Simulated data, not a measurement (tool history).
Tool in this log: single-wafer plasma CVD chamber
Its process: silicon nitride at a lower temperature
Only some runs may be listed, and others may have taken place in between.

run	day	heater temperature setpoint (°C)	chamber pressure (mTorr)	RF power (W)	deposition time (s)	mean film thickness on the monitor wafer (Å)
1	0.000	330	2030	320	40.3	521.05
2	0.221	330	1960	320	40.3	516.23
3	0.554	330	1960	320	40.3	518.43
4	0.704	324	1960	320	40.3	516.69
5	0.912	324	1890	320	40.3	510.78
6	0.962	331	1890	320	40.3	511.00
7	1.012	331	1490	310	40.3	460.49

For run 8, what comes out?
8	1.242	331	1750	315	40.3	?

{"run 8": {"mean film thickness on the monitor wafer (Å)": 488.59}}

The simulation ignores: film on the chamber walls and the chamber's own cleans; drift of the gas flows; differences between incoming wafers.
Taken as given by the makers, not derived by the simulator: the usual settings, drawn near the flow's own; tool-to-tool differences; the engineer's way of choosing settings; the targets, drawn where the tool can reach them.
